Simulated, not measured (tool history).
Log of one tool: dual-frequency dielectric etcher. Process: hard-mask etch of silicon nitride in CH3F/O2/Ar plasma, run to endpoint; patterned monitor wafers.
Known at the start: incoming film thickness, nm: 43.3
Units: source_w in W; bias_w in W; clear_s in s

Run 1, hour 0.0: source_w 410 W, bias_w 100 W. Result: clear_s 56.024 s.
Run 2, hour 5.8: source_w 420 W, bias_w 100 W. Result: clear_s 55.133 s.
Run 3, hour 12.5: source_w 380 W, bias_w 100 W. Result: clear_s 57.864 s.
Run 4, hour 13.7: source_w 420 W, bias_w 100 W. Result: clear_s 55.209 s.
Run 5, hour 21.3: source_w 430 W, bias_w 100 W. Result: clear_s 55.063 s.
Run 6, hour 25.0: source_w 440 W, bias_w 100 W. Result: clear_s 54.170 s.
Run 7, hour 26.4: source_w 450 W, bias_w 100 W. Result: clear_s 54.002 s.

The next listed run, before its measurement:
Run 8, hour 33.0: source_w 510 W, bias_w 102 W. Result: clear_s ?.

clear_s: 50.567 s

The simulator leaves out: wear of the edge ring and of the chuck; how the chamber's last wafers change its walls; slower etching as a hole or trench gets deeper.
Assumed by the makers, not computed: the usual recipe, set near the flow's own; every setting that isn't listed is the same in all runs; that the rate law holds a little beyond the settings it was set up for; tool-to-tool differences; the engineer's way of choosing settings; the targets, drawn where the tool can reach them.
